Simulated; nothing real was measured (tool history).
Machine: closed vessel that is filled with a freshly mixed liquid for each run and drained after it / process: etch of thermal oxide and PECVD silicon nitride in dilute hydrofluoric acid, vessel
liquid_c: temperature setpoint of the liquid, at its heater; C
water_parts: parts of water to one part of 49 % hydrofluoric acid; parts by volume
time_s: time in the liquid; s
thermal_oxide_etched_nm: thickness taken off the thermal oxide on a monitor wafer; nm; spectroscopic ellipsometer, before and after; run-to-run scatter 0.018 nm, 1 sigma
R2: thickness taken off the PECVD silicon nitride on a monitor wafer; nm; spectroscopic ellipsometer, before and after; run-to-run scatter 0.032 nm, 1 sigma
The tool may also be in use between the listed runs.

Run 1, hour 0: liquid_c 26 C, water_parts 60 parts by volume, time_s 60 s. Result: thermal_oxide_etched_nm 5.1526 nm, R2 3.603 nm.
Run 2, hour 3.4: liquid_c 28.5 C, water_parts 60 parts by volume, time_s 60 s. Result: thermal_oxide_etched_nm 5.6809 nm, R2 4.2985 nm.
Run 3, hour 4.3: liquid_c 28.5 C, water_parts 60 parts by volume, time_s 80 s. Result: thermal_oxide_etched_nm 7.5543 nm, R2 5.6862 nm.
Run 4, hour 11.3: liquid_c 28.5 C, water_parts 65 parts by volume, time_s 80 s. Result: thermal_oxide_etched_nm 6.8714 nm, R2 5.2432 nm.
Run 5, hour 19.8: liquid_c 32 C, water_parts 65 parts by volume, time_s 80 s. Result: thermal_oxide_etched_nm 7.9041 nm, R2 6.5941 nm.
Run 6, hour 22.7: liquid_c 30 C, water_parts 65 parts by volume, time_s 80 s. Result: thermal_oxide_etched_nm 7.3622 nm, R2 5.8373 nm.
Run 7, hour 29.6: liquid_c 29.5 C, water_parts 70 parts by volume, time_s 80 s. Result: thermal_oxide_etched_nm 6.6564 nm, R2 5.2015 nm.
Run 8, hour 37.8: liquid_c 29.5 C, water_parts 75 parts by volume, time_s 80 s. Result: thermal_oxide_etched_nm 6.1625 nm, R2 4.9441 nm.

Forecast run 9:
Run 9, hour 45.3: liquid_c 26.5 C, water_parts 95 parts by volume, time_s 85 s. Result: thermal_oxide_etched_nm ?, R2 ?.

Run 9 gave thermal_oxide_etched_nm 4.4726 nm, R2 3.399 nm.
